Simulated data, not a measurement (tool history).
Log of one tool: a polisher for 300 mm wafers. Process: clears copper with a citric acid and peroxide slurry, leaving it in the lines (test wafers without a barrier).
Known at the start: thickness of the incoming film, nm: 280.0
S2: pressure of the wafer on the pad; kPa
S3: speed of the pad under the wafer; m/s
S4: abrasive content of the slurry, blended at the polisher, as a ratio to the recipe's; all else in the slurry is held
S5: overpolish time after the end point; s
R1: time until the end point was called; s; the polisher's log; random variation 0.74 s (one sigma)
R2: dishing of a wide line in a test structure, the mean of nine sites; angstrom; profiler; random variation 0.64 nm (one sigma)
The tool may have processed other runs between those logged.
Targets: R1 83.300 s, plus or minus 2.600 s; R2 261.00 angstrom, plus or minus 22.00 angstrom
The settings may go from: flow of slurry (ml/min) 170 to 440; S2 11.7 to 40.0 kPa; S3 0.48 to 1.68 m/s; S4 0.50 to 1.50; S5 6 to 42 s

Run 1, hour 0.0: flow of slurry (ml/min) 280, S2 25.5 kPa, S3 1.08 m/s, S4 1.00, S5 21 s. Result: R1 95.862 s, R2 363.33 angstrom.
Run 2, hour 1.9: flow of slurry (ml/min) 280, S2 26.2 kPa, S3 1.08 m/s, S4 1.00, S5 18 s. Result: R1 94.996 s, R2 335.06 angstrom.
Run 3, hour 3.6: flow of slurry (ml/min) 280, S2 26.9 kPa, S3 1.08 m/s, S4 1.00, S5 16 s. Result: R1 92.628 s, R2 303.30 angstrom.
Run 4, hour 4.8: flow of slurry (ml/min) 280, S2 27.6 kPa, S3 1.08 m/s, S4 1.00, S5 15 s. Result: R1 91.444 s, R2 302.03 angstrom.
Run 5, hour 8.3: flow of slurry (ml/min) 280, S2 28.3 kPa, S3 1.08 m/s, S4 1.00, S5 14 s. Result: R1 88.011 s, R2 272.39 angstrom.
Run 6, hour 10.1: flow of slurry (ml/min) 280, S2 22.8 kPa, S3 1.08 m/s, S4 1.00, S5 14 s. Result: R1 104.410 s, R2 254.27 angstrom.
Run 7, hour 13.3: flow of slurry (ml/min) 280, S2 24.1 kPa, S3 1.08 m/s, S4 1.00, S5 13 s. Result: R1 98.653 s, R2 240.39 angstrom.
Run 8, hour 18.3: flow of slurry (ml/min) 280, S2 25.5 kPa, S3 1.08 m/s, S4 1.00, S5 13 s. Result: R1 96.833 s, R2 256.03 angstrom.
Run 9, hour 26.7: flow of slurry (ml/min) 280, S2 26.9 kPa, S3 1.08 m/s, S4 1.00, S5 13 s. Result: R1 92.031 s, R2 247.60 angstrom.
Run 10, hour 35.1: flow of slurry (ml/min) 280, S2 27.6 kPa, S3 1.08 m/s, S4 1.00, S5 13 s. Result: R1 91.129 s, R2 259.94 angstrom.
Run 11, hour 39.6: flow of slurry (ml/min) 290, S2 30.3 kPa, S3 1.08 m/s, S4 1.00, S5 10 s. Result: R1 84.168 s, R2 222.62 angstrom.

Of the 4 settings listed for the next run, only one would bring every result within its allowed miss of target. Which one?
Run A, hour 44.1: flow of slurry (ml/min) 385, S2 33.8 kPa, S3 0.88 m/s, S4 1.25, S5 9 s. Result: R1 ?, R2 ?.
Run B, hour 44.1: flow of slurry (ml/min) 255, S2 29.6 kPa, S3 1.08 m/s, S4 1.15, S5 12 s. Result: R1 ?, R2 ?.
Run C, hour 44.1: flow of slurry (ml/min) 400, S2 29.6 kPa, S3 1.08 m/s, S4 1.05, S5 15 s. Result: R1 ?, R2 ?.
Run D, hour 44.1: flow of slurry (ml/min) 305, S2 32.4 kPa, S3 0.96 m/s, S4 0.90, S5 10 s. Result: R1 ?, R2 ?.

move      R1      R2
   A  82.106  198.59
   B  82.351  252.68
   C  81.743  304.84
   D  88.310  204.16
A: the biggest miss grows against the last run
B: every result within its allowed miss
C: the result that was furthest off in the last run now lies on the other side of its target
D: the biggest miss grows against the last run
Move B is the one to make.
